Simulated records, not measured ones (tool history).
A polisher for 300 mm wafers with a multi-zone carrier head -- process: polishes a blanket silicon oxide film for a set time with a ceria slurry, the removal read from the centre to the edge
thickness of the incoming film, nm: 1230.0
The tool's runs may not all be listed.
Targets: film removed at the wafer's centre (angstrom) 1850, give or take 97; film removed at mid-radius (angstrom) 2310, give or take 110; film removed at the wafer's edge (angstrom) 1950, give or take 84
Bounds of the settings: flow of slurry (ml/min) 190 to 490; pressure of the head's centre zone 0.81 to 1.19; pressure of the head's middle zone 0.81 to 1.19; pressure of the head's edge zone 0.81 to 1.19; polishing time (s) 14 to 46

run,hour,flow of slurry (ml/min),pressure of the head's centre zone,pressure of the head's middle zone,pressure of the head's edge zone,polishing time (s),film removed at the wafer's centre (angstrom),film removed at mid-radius (angstrom),film removed at the wafer's edge (angstrom)
1,0,315,1,1,1,30,1622.6,1637.3,1708
2,5.9,315,1,1,0.94,30,1631.5,1619.3,1702.7
3,12.8,315,1,1,0.94,34,1884.8,1865.6,1890.4
4,15.4,315,0.99,1.04,0.94,34,1808.7,1886.2,1900.5
# hour 17.9: edge zone pressure recalibrated
5,17.9,330,0.99,1.07,0.91,35,1888.8,1992,1820.2
6,25.7,330,1.03,1.07,0.91,35,2024.9,2002.3,1818.3
7,27.1,330,1.01,1.09,0.92,36,1976.9,2086.9,1883.6
8,36,330,1,1.11,0.93,36,1967.4,2121.6,1907.8
9,40.2,330,0.99,1.13,0.93,36,1982.6,2151.7,1915.7

Of the 5 settings listed for the next run, only one would bring every result within its allowed miss of target. Which one?
A,44.4,235,0.93,1.11,1.01,37,?,?,?
B,44.4,350,0.92,1.19,0.95,37,?,?,?
C,44.4,345,0.97,1.1,0.91,34,?,?,?
D,44.4,300,0.99,1.07,1,36,?,?,?
E,44.4,360,1.05,1.19,0.87,37,?,?,?

move,film removed at the wafer's centre (angstrom),film removed at mid-radius (angstrom),film removed at the wafer's edge (angstrom)
A,1867.5,2181.2,2004.3
B,1901.7,2376.9,1983
C,1840.3,2038.9,1787.1
D,1969.6,2089.6,1965.9
E,2176.7,2379.6,1906.7
A: moves toward the targets from the last run without getting all of them in spec
B: in spec on every target
C: lands further from the targets than the last run did
D: lands further from the targets than the last run did
E: the worst result of the last run now meets its target, but another is out of spec
Go with B: it meets all targets.
